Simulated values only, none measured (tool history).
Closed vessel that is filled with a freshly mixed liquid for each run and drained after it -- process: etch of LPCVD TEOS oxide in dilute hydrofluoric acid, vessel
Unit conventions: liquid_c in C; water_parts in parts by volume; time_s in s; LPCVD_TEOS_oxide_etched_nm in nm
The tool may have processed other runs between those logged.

run	day	liquid_c	water_parts	time_s	LPCVD_TEOS_oxide_etched_nm
1	0.000	23	275	270	18.268
2	0.225	23	275	295	20.459
3	0.317	23	215	295	27.427
4	0.525	23	165	295	37.474
5	0.688	23	165	270	34.826
6	0.862	23	165	270	34.462

The next listed run, before its measurement:
7	0.975	22	190	270	?

LPCVD_TEOS_oxide_etched_nm: 28.256 nm

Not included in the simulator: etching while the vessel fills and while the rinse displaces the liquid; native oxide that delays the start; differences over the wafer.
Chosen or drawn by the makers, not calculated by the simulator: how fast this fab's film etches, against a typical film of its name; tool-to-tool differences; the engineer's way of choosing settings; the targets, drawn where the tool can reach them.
